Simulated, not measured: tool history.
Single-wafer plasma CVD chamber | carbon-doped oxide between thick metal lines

| run | hour | heater temperature setpoint (K) | chamber pressure (Pa) | RF power (kW) | deposition time (s) | mean film thickness on the monitor wafer (angstrom) |
|---|---|---|---|---|---|---|
| 1 | 0 | 643.15 | 788 | 0.44 | 82 | 3417.9 |
| 2 | 4.2 | 649.15 | 788 | 0.44 | 82 | 3388.2 |
| 3 | 6.1 | 645.15 | 788 | 0.44 | 82 | 3407.2 |
| 4 | 7.2 | 645.15 | 788 | 0.44 | 82 | 3413.3 |
| 5 | 8.1 | 645.15 | 788 | 0.395 | 82 | 3148.2 |
| 6 | 14.7 | 647.15 | 745 | 0.39 | 82 | 3102.5 |
| 7 | 23.7 | 648.15 | 716 | 0.385 | 82 | 3032.7 |

The next listed run, before its measurement:
| 8 | 32.1 | 649.15 | 704 | 0.385 | 82 | ? |

Run 8 gave mean film thickness on the monitor wafer (angstrom) 3023.4.

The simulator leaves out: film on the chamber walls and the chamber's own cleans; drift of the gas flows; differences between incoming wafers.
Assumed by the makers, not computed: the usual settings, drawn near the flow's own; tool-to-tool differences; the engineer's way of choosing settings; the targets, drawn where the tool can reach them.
